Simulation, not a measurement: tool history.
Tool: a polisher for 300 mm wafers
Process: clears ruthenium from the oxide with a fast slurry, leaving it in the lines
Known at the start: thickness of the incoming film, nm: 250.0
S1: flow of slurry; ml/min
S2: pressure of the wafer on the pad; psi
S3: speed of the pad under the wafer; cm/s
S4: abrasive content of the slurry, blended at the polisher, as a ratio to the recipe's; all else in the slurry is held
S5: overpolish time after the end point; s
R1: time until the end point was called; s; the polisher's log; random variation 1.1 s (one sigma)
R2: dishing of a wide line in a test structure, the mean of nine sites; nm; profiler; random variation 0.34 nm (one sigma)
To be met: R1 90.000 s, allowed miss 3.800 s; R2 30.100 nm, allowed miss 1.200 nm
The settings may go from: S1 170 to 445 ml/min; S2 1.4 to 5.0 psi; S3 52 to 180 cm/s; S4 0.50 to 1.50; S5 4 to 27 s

run  hour   S1   S2   S3    S4  S5      R1      R2
  1   0.0  285  3.2  116  1.00  14  50.083  46.791
  2   2.0  285  2.9  116  1.00  14  54.962  44.775
  3   3.3  285  2.5  114  1.00  13  64.675  38.689
  4   6.6  250  2.5  114  1.00  13  65.340  38.412
  5   7.9  250  2.2  114  1.00  13  73.626  34.948
  6  15.8  245  2.1  114  1.00  13  78.054  33.438
  7  22.8  235  2.0  114  1.00  13  81.502  32.286
  8  26.3  225  1.7  114  1.00  13  95.856  28.902
  9  34.7  235  1.7  114  1.00  13  94.482  28.984
 10  42.6  240  1.7  114  1.00  13  94.777  29.138

5 next moves are on the table. One of them brings every result within its allowed miss. Which?
  A  50.5  200  1.7  104  1.05  15   ?   ?
  B  50.5  220  1.7  130  0.95  14   ?   ?
  C  50.5  265  1.6  104  1.15  16   ?   ?
  D  50.5  255  2.0  122  0.75  13   ?   ?
  E  50.5  275  1.6  100  1.15  16   ?   ?

move       R1      R2
   A  105.140  30.517
   B   88.550  33.017
   C  103.330  32.499
   D   92.498  30.163
   E  106.970  31.653
A: further off than the last run
B: brings the result that was furthest off to its target, and leaves another outside
C: further off than the last run
D: meets every target
E: further off than the last run
The right move is D.

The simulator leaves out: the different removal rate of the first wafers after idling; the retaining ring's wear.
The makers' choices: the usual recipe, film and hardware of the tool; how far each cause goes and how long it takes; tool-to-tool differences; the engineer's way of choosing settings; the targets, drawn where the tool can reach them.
